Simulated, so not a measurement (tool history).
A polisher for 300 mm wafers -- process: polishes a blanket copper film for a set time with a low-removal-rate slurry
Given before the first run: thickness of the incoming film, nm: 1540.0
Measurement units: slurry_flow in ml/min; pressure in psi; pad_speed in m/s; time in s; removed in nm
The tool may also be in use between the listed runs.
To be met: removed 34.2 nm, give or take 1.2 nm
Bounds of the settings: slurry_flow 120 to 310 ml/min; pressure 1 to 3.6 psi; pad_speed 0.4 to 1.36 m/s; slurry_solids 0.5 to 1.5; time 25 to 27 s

run	hour	slurry_flow	pressure	pad_speed	slurry_solids	time	removed
1	0	200	2.3	0.88	1	27	56.106
2	1.4	200	2.3	0.88	1	27	56.53
3	6.5	200	2.3	0.88	1	27	56.421
4	8.7	200	2.3	1	1	27	63.973
5	13.8	230	2.3	1	1	27	64.651
6	20.6	230	2.3	1.12	1	27	71.679
7	27	230	2.1	1.08	1	27	63.695
8	30.5	230	2.1	1.08	1	27	63.269
9	32	230	1.9	1.06	1	27	56.468

Which of these 5 next moves meets every target?
A	33.5	195	1.5	0.96	1	25	?
B	33.5	240	1.4	0.88	0.85	25	?
C	33.5	215	1.8	0.78	1.1	25	?
D	33.5	305	1.1	1.14	1	25	?
E	33.5	220	1.6	0.94	0.8	25	?

move	removed
A	38.043
B	32.638
C	38.915
D	35.069
E	38.373
A: closer than the last run, but not yet in spec
B: moves the result that the last run missed by most past its target, out the other side
C: closer than the last run, but not yet in spec
D: every result lands within tolerance
E: closer than the last run, but not yet in spec
Correct choice: D, which meets every target
